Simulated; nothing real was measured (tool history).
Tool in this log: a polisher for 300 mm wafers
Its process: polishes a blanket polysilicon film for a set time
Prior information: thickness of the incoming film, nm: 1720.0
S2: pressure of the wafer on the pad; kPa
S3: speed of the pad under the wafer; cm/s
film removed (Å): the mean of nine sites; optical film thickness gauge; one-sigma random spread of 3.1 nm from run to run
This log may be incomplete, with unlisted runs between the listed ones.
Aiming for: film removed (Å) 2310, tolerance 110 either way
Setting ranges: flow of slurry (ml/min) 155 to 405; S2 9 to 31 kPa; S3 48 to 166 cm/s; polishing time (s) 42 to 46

run 1 day=0 | flow_of_slurry_(ml/min)=260 S2=20 S3=106 polishing_time_(s)=46 | film_removed_(Å)=3668.7
run 2 day=0.038 | flow_of_slurry_(ml/min)=235 S2=20 S3=106 polishing_time_(s)=46 | film_removed_(Å)=3647.7
run 3 day=0.288 | flow_of_slurry_(ml/min)=235 S2=18.6 S3=106 polishing_time_(s)=46 | film_removed_(Å)=3333.5
run 4 day=0.392 | flow_of_slurry_(ml/min)=295 S2=18.6 S3=106 polishing_time_(s)=46 | film_removed_(Å)=3443.7
run 5 day=0.517 | flow_of_slurry_(ml/min)=295 S2=17.2 S3=106 polishing_time_(s)=46 | film_removed_(Å)=3236
run 6 day=0.717 | flow_of_slurry_(ml/min)=295 S2=17.2 S3=106 polishing_time_(s)=42 | film_removed_(Å)=2975.4
run 7 day=1.054 | flow_of_slurry_(ml/min)=295 S2=16.5 S3=106 polishing_time_(s)=42 | film_removed_(Å)=2873.6
run 8 day=1.421 | flow_of_slurry_(ml/min)=295 S2=15.9 S3=106 polishing_time_(s)=42 | film_removed_(Å)=2779.5
run 9 day=1.604 | flow_of_slurry_(ml/min)=295 S2=15.2 S3=106 polishing_time_(s)=42 | film_removed_(Å)=2653.9
run 10 day=1.746 | flow_of_slurry_(ml/min)=295 S2=13.8 S3=106 polishing_time_(s)=42 | film_removed_(Å)=2451.6

Which of these 4 next moves meets every target?
run A day=1.888 | flow_of_slurry_(ml/min)=375 S2=15.2 S3=90 polishing_time_(s)=46 | film_removed_(Å)=?
run B day=1.888 | flow_of_slurry_(ml/min)=300 S2=14.5 S3=90 polishing_time_(s)=45 | film_removed_(Å)=?
run C day=1.888 | flow_of_slurry_(ml/min)=330 S2=12.4 S3=116 polishing_time_(s)=44 | film_removed_(Å)=?
run D day=1.888 | flow_of_slurry_(ml/min)=355 S2=17.2 S3=84 polishing_time_(s)=46 | film_removed_(Å)=?

move=A film_removed_(Å)=2476.5
move=B film_removed_(Å)=2283.6
move=C film_removed_(Å)=2513.1
move=D film_removed_(Å)=2588.8
A: the biggest miss grows against the last run
B: all results land within tolerance of their targets
C: the biggest miss grows against the last run
D: the biggest miss grows against the last run
B meets every target.
